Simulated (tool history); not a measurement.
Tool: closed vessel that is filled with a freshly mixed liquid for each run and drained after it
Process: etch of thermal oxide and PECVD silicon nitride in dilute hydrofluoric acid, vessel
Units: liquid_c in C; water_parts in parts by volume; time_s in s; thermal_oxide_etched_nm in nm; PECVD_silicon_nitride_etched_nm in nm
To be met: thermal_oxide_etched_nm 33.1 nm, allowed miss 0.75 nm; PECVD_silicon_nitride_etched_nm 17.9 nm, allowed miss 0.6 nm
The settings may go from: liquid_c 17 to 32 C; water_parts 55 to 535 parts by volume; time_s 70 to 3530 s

| run | day | liquid_c | water_parts | time_s | thermal_oxide_etched_nm | PECVD_silicon_nitride_etched_nm |
|---|---|---|---|---|---|---|
| 1 | 0 | 24 | 295 | 1800 | 22.548 | 14.187 |
| 2 | 0.2 | 24 | 265 | 1735 | 24.908 | 15.106 |
| 3 | 0.371 | 24 | 240 | 1685 | 27.519 | 16.503 |
| 4 | 0.679 | 23.5 | 225 | 1655 | 29.017 | 16.693 |
| 5 | 0.917 | 23.5 | 215 | 1640 | 30.574 | 17.359 |
| 6 | 1.167 | 23.5 | 215 | 1305 | 24.21 | 13.914 |
| 7 | 1.412 | 24.5 | 115 | 1160 | 46.602 | 24.169 |
| 8 | 1.712 | 24 | 130 | 1210 | 41.744 | 22.112 |
| 9 | 1.792 | 23.5 | 140 | 1240 | 38.044 | 19.878 |
| 10 | 1.896 | 23.5 | 145 | 1265 | 37.844 | 19.472 |
| 11 | 2.296 | 23.5 | 155 | 1285 | 35.401 | 18.726 |
| 12 | 2.558 | 23.5 | 160 | 1300 | 34.544 | 18.165 |

Which of these 4 next moves meets every target?
| A | 2.821 | 27.5 | 130 | 850 | ? | ? |
| B | 2.821 | 21 | 215 | 1960 | ? | ? |
| C | 2.821 | 24 | 180 | 1475 | ? | ? |
| D | 2.821 | 23 | 210 | 1695 | ? | ? |

| move | thermal_oxide_etched_nm | PECVD_silicon_nitride_etched_nm |
|---|---|---|
| A | 33.456 | 19.108 |
| B | 33.067 | 17.715 |
| C | 34.56 | 19.221 |
| D | 31.701 | 17.807 |
A: brings the result that was furthest off to its target, and leaves another outside
B: meets every target
C: further off than the last run
D: takes the result that was furthest off past its target
Move B is the one to make.

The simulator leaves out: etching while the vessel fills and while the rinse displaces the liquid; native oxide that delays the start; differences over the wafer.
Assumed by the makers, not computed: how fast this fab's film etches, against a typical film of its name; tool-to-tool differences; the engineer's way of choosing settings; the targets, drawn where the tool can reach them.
